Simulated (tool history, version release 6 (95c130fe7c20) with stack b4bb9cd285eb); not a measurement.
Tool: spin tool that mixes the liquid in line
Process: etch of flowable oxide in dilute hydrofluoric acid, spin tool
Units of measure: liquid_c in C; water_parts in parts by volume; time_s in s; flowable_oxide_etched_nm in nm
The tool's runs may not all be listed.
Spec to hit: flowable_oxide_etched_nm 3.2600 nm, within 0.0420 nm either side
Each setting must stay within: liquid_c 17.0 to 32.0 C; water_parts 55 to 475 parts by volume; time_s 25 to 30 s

run	hour	liquid_c	water_parts	time_s	flowable_oxide_etched_nm
1	0.0	24.0	265	30	2.9829
2	4.9	24.5	265	30	3.0449
3	11.5	25.0	265	30	3.0853
4	15.1	25.5	265	30	3.1595
5	20.8	25.5	225	30	3.8697
6	28.0	25.5	130	30	7.4539
7	34.0	23.5	150	30	5.8070
8	42.3	22.0	160	30	5.1163
9	48.9	20.5	170	30	4.5031
10	50.7	19.5	175	30	4.1869
11	58.6	19.0	180	30	3.9757
12	61.1	18.5	185	30	3.7866
13	67.7	18.0	190	30	3.5794
14	75.9	17.5	190	30	3.5104
15	81.8	17.0	195	30	3.3181

5 next moves are on the table. One of them brings every result within its allowed miss. Which?
A	87.7	18.0	170	25	?
B	87.7	17.5	195	30	?
C	87.7	20.5	215	30	?
D	87.7	17.0	175	25	?
E	87.7	18.0	205	30	?

move	flowable_oxide_etched_nm
A	3.3841
B	3.3888
C	3.3890
D	3.1426
E	3.2574
A: misses by more than the last run did
B: misses by more than the last run did
C: misses by more than the last run did
D: takes the biggest miss from the last run beyond its target
E: every result lands within tolerance
The move that meets every target is E.
